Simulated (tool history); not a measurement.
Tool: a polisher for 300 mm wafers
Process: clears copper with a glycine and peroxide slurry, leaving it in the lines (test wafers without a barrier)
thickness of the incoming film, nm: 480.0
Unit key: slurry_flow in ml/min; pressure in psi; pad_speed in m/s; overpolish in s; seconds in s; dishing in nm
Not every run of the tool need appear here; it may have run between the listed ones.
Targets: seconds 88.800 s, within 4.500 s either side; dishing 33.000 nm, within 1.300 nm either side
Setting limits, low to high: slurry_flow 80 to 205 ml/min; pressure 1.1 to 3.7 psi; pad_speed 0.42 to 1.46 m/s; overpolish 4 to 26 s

run,hour,slurry_flow,pressure,pad_speed,overpolish,seconds,dishing
1,0.0,135,2.4,0.94,13,95.688,47.334
2,3.9,140,2.4,0.94,12,95.926,44.494
3,9.8,140,2.4,0.94,17,91.593,58.988
4,16.8,145,2.4,0.94,15,93.298,53.984
5,20.5,145,2.4,0.94,13,90.808,46.878
6,27.9,120,2.4,0.94,13,98.777,46.486
7,32.7,130,2.4,0.94,12,95.428,43.925
8,35.4,140,2.4,0.94,11,92.155,41.087
9,44.2,145,2.4,0.94,10,90.158,38.741
10,46.4,150,2.4,0.94,10,92.482,38.526
11,54.6,155,2.4,0.94,10,91.654,38.836
12,58.4,160,2.4,0.94,9,89.826,36.254
13,59.0,165,2.4,0.94,9,91.667,36.593

Exactly one of the 4 candidate moves below puts every result within its allowed miss. Which one?
A,59.6,195,2.2,1.02,8,?,?
B,59.6,195,2.5,0.94,9,?,?
C,59.6,165,1.8,1.26,10,?,?
D,59.6,200,2.2,0.98,11,?,?

move,seconds,dishing
A,88.274,32.909
B,84.677,37.722
C,90.828,38.375
D,90.564,41.978
A: all results in spec
B: the biggest miss grows against the last run
C: the biggest miss grows against the last run
D: the biggest miss grows against the last run
The right move is A.

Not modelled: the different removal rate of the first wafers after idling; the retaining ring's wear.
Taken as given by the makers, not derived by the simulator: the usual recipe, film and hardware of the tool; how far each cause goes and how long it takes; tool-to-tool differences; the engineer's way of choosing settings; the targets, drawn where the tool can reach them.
